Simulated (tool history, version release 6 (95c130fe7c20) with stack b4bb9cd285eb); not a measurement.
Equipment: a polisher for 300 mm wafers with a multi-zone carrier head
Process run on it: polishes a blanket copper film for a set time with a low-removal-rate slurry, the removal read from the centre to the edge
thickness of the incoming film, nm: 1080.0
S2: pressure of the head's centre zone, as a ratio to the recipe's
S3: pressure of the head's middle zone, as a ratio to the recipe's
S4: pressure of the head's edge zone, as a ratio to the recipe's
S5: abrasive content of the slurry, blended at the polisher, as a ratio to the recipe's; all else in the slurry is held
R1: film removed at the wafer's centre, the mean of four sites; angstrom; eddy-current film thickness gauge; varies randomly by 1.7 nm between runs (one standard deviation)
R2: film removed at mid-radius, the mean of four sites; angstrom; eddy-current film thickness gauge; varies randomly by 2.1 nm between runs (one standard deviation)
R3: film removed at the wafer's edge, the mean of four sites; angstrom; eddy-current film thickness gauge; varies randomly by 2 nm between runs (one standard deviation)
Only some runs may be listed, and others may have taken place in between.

run 1 day=0 | flow_of_slurry_(ml/min)=290 S2=1 S3=1 S4=1 S5=1 polishing_time_(s)=52 | R1=1910.7 R2=1953.1 R3=1964.1
run 2 day=0.054 | flow_of_slurry_(ml/min)=290 S2=1.02 S3=0.98 S4=0.98 S5=0.95 polishing_time_(s)=52 | R1=1929 R2=1888 R3=1860.1
run 3 day=0.354 | flow_of_slurry_(ml/min)=290 S2=1.02 S3=1.07 S4=0.98 S5=0.95 polishing_time_(s)=52 | R1=1928.5 R2=2050 R3=1910.9
run 4 day=0.417 | flow_of_slurry_(ml/min)=285 S2=1.04 S3=1.04 S4=0.98 S5=0.95 polishing_time_(s)=52 | R1=1930.4 R2=1986.4 R3=1869.1
run 5 day=0.508 | flow_of_slurry_(ml/min)=285 S2=1.04 S3=0.96 S4=0.98 S5=0.95 polishing_time_(s)=52 | R1=1954.5 R2=1858 R3=1899.3
run 6 day=0.867 | flow_of_slurry_(ml/min)=285 S2=1.04 S3=0.96 S4=0.91 S5=0.95 polishing_time_(s)=52 | R1=1960.8 R2=1865.3 R3=1800.8
run 7 day=1.2 | flow_of_slurry_(ml/min)=285 S2=1.05 S3=0.94 S4=0.91 S5=0.95 polishing_time_(s)=52 | R1=1995.5 R2=1801.2 R3=1808.9
-- day=1.442 worn pad replaced by a new one
run 8 day=1.442 | flow_of_slurry_(ml/min)=285 S2=1.06 S3=0.93 S4=0.91 S5=0.95 polishing_time_(s)=52 | R1=2098.5 R2=1882.4 R3=1912.5
run 9 day=1.646 | flow_of_slurry_(ml/min)=280 S2=1.06 S3=0.91 S4=0.89 S5=0.95 polishing_time_(s)=52 | R1=2069.6 R2=1875.1 R3=1859

Estimate the outcome of run 10 from the log above:
run 10 day=1.925 | flow_of_slurry_(ml/min)=265 S2=1.11 S3=0.81 S4=0.89 S5=0.8 polishing_time_(s)=52 | R1=? R2=? R3=?

{"run 10": {"R1": 2051.5, "R2": 1609.2, "R3": 1789}}

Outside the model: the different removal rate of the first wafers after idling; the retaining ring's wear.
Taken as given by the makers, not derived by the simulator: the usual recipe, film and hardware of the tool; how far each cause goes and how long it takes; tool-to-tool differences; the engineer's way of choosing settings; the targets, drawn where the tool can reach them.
